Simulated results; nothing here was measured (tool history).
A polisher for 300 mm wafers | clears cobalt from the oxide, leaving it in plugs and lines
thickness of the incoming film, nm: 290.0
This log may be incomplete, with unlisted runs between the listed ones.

| run | hour | flow of slurry (ml/min) | pressure of the wafer on the pad (kPa) | speed of the pad under the wafer (m/s) | overpolish time after the end point (s) | time until the end point was called (s) | dishing of a wide line in a test structure (nm) |
|---|---|---|---|---|---|---|---|
| 1 | 0.0 | 230 | 14.5 | 1.10 | 9 | 58.307 | 35.342 |
| 2 | 6.7 | 230 | 13.8 | 1.10 | 7 | 60.246 | 28.733 |
| 3 | 10.9 | 230 | 11.0 | 1.10 | 7 | 75.198 | 24.046 |
| 4 | 16.7 | 230 | 11.0 | 0.86 | 7 | 92.572 | 20.715 |
| 5 | 18.1 | 230 | 11.7 | 0.86 | 6 | 84.001 | 19.194 |
| 6 | 23.6 | 230 | 9.0 | 0.86 | 6 | 111.610 | 15.489 |

Run 7 has not been measured yet. What should we expect?
| 7 | 24.5 | 230 | 10.3 | 0.86 | 5 | ? | ? |

Run 7 measured time until the end point was called (s) 99.640, dishing of a wide line in a test structure (nm) 14.616.

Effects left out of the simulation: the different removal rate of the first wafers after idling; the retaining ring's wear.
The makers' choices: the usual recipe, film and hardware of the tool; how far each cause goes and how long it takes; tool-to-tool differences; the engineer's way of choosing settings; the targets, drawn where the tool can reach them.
